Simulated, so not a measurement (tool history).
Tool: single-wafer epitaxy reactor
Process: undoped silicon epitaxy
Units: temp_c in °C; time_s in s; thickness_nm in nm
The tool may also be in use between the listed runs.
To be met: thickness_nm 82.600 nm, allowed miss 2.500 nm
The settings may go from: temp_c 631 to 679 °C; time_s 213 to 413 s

run	day	temp_c	time_s	thickness_nm
1	0.000	655	313	55.550
2	0.238	659	314	60.088
3	0.325	654	314	54.976
4	0.488	654	272	47.475
5	0.625	654	309	53.999
6	0.896	659	310	59.521
7	1.212	662	311	62.725
8	1.492	665	312	67.123
9	1.742	667	313	69.498
10	2.021	669	314	72.523
11	2.400	670	314	73.985
12	2.554	671	314	74.921
13	2.883	672	314	76.881
14	3.000	673	314	77.897
15	3.146	674	314	79.624

4 next moves are on the table. One of them brings every result within its allowed miss. Which?
A	3.292	678	331	?
B	3.292	674	302	?
C	3.292	676	334	?
D	3.292	674	323	?

move	thickness_nm
A	90.387
B	76.667
C	87.946
D	81.998
A: takes the result that was furthest off past its target
B: further off than the last run
C: takes the result that was furthest off past its target
D: meets every target
The right move is D.

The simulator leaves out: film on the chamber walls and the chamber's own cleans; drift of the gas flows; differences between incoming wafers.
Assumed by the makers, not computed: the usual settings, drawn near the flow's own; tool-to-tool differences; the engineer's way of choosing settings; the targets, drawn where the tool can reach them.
